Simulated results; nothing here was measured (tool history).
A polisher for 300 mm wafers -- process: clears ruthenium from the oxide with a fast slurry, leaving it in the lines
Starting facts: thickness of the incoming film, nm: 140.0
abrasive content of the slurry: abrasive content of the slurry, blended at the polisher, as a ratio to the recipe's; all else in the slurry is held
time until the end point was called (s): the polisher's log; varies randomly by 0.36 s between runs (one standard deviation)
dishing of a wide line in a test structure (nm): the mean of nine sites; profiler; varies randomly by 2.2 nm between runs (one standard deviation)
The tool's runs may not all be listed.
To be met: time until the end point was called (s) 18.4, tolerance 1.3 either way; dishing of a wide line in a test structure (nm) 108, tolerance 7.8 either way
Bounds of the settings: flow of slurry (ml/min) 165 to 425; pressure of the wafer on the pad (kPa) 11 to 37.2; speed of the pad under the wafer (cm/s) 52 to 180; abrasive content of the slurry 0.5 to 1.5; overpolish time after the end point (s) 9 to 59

run  hour  flow of slurry (ml/min)  pressure of the wafer on the pad (kPa)  speed of the pad under the wafer (cm/s)  abrasive content of the slurry  overpolish time after the end point (s)  time until the end point was called (s)  dishing of a wide line in a test structure (nm)
  1     0                      275                                    24.1                                      116                               1                                       30                                    29.13                                           118.74
  2   2.6                      310                                    24.1                                      116                               1                                       30                                   29.425                                           115.83
  3     8                      310                                    24.1                                      116                             0.9                                       30                                   28.525                                           116.39
  4    14                      310                                    26.2                                      118                             0.9                                       26                                   26.543                                           109.61
  5  20.5                      310                                    28.3                                      120                             0.9                                       24                                   25.164                                           108.43
  6  24.7                      310                                    28.3                                      120                             0.9                                       19                                   23.934                                           92.571
  7    33                      310                                    29.6                                      122                             0.9                                       19                                   23.515                                           94.965
  8  39.3                      310                                      31                                      124                             0.9                                       19                                   21.412                                            99.17
  9  44.7                      310                                    31.7                                      124                             0.9                                       19                                   21.656                                            102.7
 10  46.6                      310                                    35.9                                      128                             0.9                                       14                                   18.123                                           91.567
 11  50.2                      310                                    35.9                                      128                             0.9                                       15                                   18.376                                           89.544
     58.6  -- slurry blender recalibrated
 12  58.6                      310                                    35.2                                      130                             0.9                                       16                                   16.784                                           101.59
 13  66.1                      310                                    30.3                                      128                             0.9                                       21                                   20.306                                           110.66

Which of these 5 next moves meets every target?
  A  73.6                      315                                    29.6                                      114                             0.9                                       19                                        ?                                                ?
  B  73.6                      335                                    29.6                                      134                            0.95                                       16                                        ?                                                ?
  C  73.6                      225                                    37.2                                       76                               1                                       28                                        ?                                                ?
  D  73.6                      360                                      31                                      138                            0.85                                       18                                        ?                                                ?
  E  73.6                      290                                    30.3                                      166                             0.8                                       14                                        ?                                                ?

move  time until the end point was called (s)  dishing of a wide line in a test structure (nm)
   A                                   22.029                                           94.163
   B                                   18.578                                           94.048
   C                                   25.048                                           116.02
   D                                   17.922                                            106.6
   E                                   16.129                                           94.658
A: the biggest miss grows against the last run
B: puts the biggest miss on target and leaves a different result outside tolerance
C: the biggest miss grows against the last run
D: in spec on every target
E: moves the result that the last run missed by most past its target, out the other side
D meets every target.
